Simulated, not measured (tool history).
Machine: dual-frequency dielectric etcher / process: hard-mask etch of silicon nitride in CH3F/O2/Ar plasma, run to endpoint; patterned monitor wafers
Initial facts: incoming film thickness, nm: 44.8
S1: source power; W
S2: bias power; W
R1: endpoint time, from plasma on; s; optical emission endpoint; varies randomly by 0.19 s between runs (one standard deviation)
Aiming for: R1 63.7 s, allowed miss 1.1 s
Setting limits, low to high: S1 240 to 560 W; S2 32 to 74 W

run	hour	S1	S2	R1
1	0	400	53	70.902
2	7.8	430	54	68
3	9.8	380	54	72.523
4	18.1	360	54	74.974
5	22.4	390	54	71.596
6	30.3	350	54	76.35
7	33.1	380	54	72.655
8	41.8	400	54	70.745
9	49.7	420	54	68.715
10	53.2	430	54	67.896
11	54.4	430	54	67.637

4 candidate next runs follow, results not yet known. Just one meets every target within its allowed miss. Identify it.
A	55.6	490	59	?
B	55.6	420	61	?
C	55.6	470	57	?
D	55.6	480	63	?

move	R1
A	61.488
B	66.054
C	63.52
D	60.886
A: takes the result that was furthest off past its target
B: nearer the targets than the last run, but a result is still out of spec
C: in spec on every target
D: takes the result that was furthest off past its target
The move that meets every target is C.
